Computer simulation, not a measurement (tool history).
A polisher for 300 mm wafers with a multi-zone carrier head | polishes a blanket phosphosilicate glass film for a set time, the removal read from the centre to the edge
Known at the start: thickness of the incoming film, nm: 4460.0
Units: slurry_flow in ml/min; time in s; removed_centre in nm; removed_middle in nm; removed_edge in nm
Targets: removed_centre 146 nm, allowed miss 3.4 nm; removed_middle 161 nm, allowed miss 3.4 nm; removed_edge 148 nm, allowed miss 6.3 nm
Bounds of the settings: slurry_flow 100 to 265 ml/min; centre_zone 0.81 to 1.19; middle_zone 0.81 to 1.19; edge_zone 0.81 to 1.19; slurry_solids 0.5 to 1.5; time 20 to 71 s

run  hour  slurry_flow  centre_zone  middle_zone  edge_zone  slurry_solids  time  removed_centre  removed_middle  removed_edge
  1     0          170            1            1          1              1    45          316.46          320.98        318.08
  2   5.5          145            1            1          1              1    45          308.51           309.9        312.73
  3  13.3          150         0.97         0.99       0.95           0.85    39          245.71          252.51         245.6
  4  19.9          145         0.94         0.98       0.91           0.75    36          205.45           214.5        207.82
  5  20.7          145         0.94         0.93       0.91           0.75    36          204.85           204.1        209.45
  6  23.7          145         0.94         0.93       0.91           0.75    30          170.88          173.31         177.5
  7  26.3          140         0.92         0.94       0.88            0.7    30          158.92           166.6        167.12
  8  27.2          135         0.92         0.96       0.86           0.65    30          156.92          163.94        160.29
  9  29.4          125         0.91         0.97       0.84           0.65    30          152.89          162.39           158
 10  31.1          125         0.91         0.98       0.83           0.65    30           150.4          164.55        157.27

4 next moves are on the table. One of them brings every result within its allowed miss. Which?
  A  32.8          150         0.91         1.01       0.83            0.7    27               ?               ?             ?
  B  32.8          150         1.05         1.19       0.81           0.65    26               ?               ?             ?
  C  32.8          125         0.93          0.9       0.86            0.6    33               ?               ?             ?
  D  32.8          220         0.92         1.03       0.81           0.55    30               ?               ?             ?

move  removed_centre  removed_middle  removed_edge
   A          146.26          161.25        151.61
   B          157.23          170.11        139.13
   C          164.86           163.7        171.94
   D           153.9           169.4        153.28
A: meets every target
B: takes the result that was furthest off past its target
C: further off than the last run
D: brings the result that was furthest off to its target, and leaves another outside
Answer: A

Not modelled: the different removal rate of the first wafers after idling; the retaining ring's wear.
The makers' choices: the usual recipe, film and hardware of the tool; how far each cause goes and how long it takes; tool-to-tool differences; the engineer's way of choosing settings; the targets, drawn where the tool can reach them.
